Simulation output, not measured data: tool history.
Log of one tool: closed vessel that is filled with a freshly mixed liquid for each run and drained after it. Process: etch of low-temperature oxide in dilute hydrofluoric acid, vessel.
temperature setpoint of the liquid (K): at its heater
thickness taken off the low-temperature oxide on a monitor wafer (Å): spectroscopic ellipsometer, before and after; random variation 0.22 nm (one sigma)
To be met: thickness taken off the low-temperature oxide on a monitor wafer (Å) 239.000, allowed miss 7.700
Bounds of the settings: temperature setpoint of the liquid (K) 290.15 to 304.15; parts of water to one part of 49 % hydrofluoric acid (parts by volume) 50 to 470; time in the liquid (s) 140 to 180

run,hour,temperature setpoint of the liquid (K),parts of water to one part of 49 % hydrofluoric acid (parts by volume),time in the liquid (s),thickness taken off the low-temperature oxide on a monitor wafer (Å)
1,0.0,296.15,260,180,58.649
2,0.5,297.65,220,180,77.338
3,8.5,297.65,220,140,59.553
4,9.5,298.65,190,145,76.029
5,15.2,298.65,245,145,55.383
6,19.5,295.15,245,145,49.070
7,21.9,296.65,210,150,65.614
8,30.1,298.15,180,155,83.899
9,32.0,302.15,75,180,314.000
10,37.7,301.65,75,180,306.190
11,42.7,301.65,75,180,310.750
12,49.9,301.15,75,180,307.140
13,56.9,300.15,75,180,294.670
14,59.1,299.15,75,180,280.870
15,62.9,298.65,75,180,272.650
16,63.7,295.15,80,180,225.360

5 next moves are on the table. One of them brings every result within its allowed miss. Which?
A,64.5,293.15,80,180,?
B,64.5,295.15,75,160,?
C,64.5,297.65,80,160,?
D,64.5,298.15,95,180,?
E,64.5,297.15,80,180,?

move,thickness taken off the low-temperature oxide on a monitor wafer (Å)
A,202.180
B,209.450
C,215.950
D,204.740
E,238.120
A: further off than the last run
B: further off than the last run
C: further off than the last run
D: further off than the last run
E: meets every target
Move E is the one to make.
